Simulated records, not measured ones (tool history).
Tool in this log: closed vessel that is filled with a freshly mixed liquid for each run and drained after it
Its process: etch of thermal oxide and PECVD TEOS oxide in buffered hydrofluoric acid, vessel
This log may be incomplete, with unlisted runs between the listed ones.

run	day	temperature setpoint of the liquid (°C)	parts of 40 % ammonium fluoride to one part of 49 % hydrofluoric acid (parts by volume)	time in the liquid (s)	thickness taken off the thermal oxide on a monitor wafer (nm)	thickness taken off the PECVD TEOS oxide on a monitor wafer (nm)
1	0	22	9.5	60	64.187	68.501
2	0.304	22	11.5	60	54.663	58.649
3	0.354	20	11.5	60	48.863	51.968
4	0.692	17.5	11.5	60	42.708	45.162
5	1.042	21	11	60	53.763	57.659
6	1.229	23.5	10.5	60	64.847	68.932
7	1.388	25.5	10	60	76.303	81.002
8	1.454	27	10	60	83.717	88.054
9	1.746	28	10	60	88.582	93.602

Predict the results of run 10:
10	1.821	28.5	10	60	?	?

{"run 10": {"thickness taken off the thermal oxide on a monitor wafer (nm)": 88.699, "thickness taken off the PECVD TEOS oxide on a monitor wafer (nm)": 94.492}}
